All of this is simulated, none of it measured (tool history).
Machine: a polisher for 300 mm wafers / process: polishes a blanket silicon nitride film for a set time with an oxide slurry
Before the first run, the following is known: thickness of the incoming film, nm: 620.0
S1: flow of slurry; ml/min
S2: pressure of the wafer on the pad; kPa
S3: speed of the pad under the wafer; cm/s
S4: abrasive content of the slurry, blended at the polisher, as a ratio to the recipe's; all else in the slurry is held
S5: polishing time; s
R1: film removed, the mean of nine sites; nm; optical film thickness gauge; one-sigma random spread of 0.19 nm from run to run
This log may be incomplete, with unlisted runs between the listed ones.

run	hour	S1	S2	S3	S4	S5	R1
1	0	285	31.7	122	1	39	33.836
2	8.4	285	31.7	122	1	39	33.61
3	14.2	285	26.2	106	0.95	39	24.345
4	16	285	22.8	98	0.95	39	19.986
5	21.8	285	22.8	84	0.95	39	18.034
6	28.1	285	22.8	68	0.95	39	15.439
7	33	285	21.4	68	0.95	39	14.782

Run 8 has not been measured yet. What should we expect?
8	40.6	285	18.6	66	0.95	39	?

R1: 12.855 nm
